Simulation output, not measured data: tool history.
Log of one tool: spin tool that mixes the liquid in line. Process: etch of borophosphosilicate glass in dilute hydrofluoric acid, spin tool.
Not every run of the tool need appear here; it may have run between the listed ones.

| run | day | temperature setpoint of the liquid (K) | parts of water to one part of 49 % hydrofluoric acid (parts by volume) | time under the liquid (s) | thickness taken off the borophosphosilicate glass on a monitor wafer (angstrom) |
|---|---|---|---|---|---|
| 1 | 0 | 296.15 | 230 | 280 | 319.84 |
| 2 | 0.371 | 296.15 | 230 | 300 | 345.81 |
| 3 | 0.612 | 296.65 | 230 | 300 | 354.89 |
| 4 | 0.979 | 294.65 | 230 | 300 | 328.71 |
| 5 | 1.3 | 294.65 | 270 | 300 | 270.79 |
| 6 | 1.65 | 294.65 | 270 | 280 | 248.61 |
| 7 | 1.854 | 296.65 | 260 | 280 | 282.04 |

What will run 8 give?
| 8 | 1.925 | 298.15 | 260 | 280 | ? |

{"run 8": {"thickness taken off the borophosphosilicate glass on a monitor wafer (angstrom)": 295.95}}

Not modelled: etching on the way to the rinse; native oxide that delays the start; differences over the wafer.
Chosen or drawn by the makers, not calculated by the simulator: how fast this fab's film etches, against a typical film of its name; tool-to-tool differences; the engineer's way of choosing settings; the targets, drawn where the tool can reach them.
